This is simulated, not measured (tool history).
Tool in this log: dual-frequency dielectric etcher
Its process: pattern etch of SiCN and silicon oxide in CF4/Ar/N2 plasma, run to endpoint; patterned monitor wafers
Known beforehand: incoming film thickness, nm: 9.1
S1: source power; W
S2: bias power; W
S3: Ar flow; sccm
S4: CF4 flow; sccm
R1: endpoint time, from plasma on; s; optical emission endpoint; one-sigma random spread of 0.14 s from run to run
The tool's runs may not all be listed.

| run | hour | S1 | S2 | S3 | S4 | R1 |
|---|---|---|---|---|---|---|
| 1 | 0.0 | 350 | 71 | 127 | 54 | 15.571 |
| 2 | 7.7 | 350 | 71 | 127 | 64 | 15.484 |
| 3 | 12.2 | 350 | 63 | 127 | 64 | 15.892 |
| 4 | 17.9 | 320 | 62 | 128 | 64 | 17.720 |
| 5 | 24.4 | 310 | 62 | 128 | 64 | 18.379 |
| 6 | 33.0 | 310 | 62 | 112 | 64 | 17.857 |

What will run 7 give?
| 7 | 39.4 | 250 | 60 | 113 | 64 | ? |

R1: 23.314 s

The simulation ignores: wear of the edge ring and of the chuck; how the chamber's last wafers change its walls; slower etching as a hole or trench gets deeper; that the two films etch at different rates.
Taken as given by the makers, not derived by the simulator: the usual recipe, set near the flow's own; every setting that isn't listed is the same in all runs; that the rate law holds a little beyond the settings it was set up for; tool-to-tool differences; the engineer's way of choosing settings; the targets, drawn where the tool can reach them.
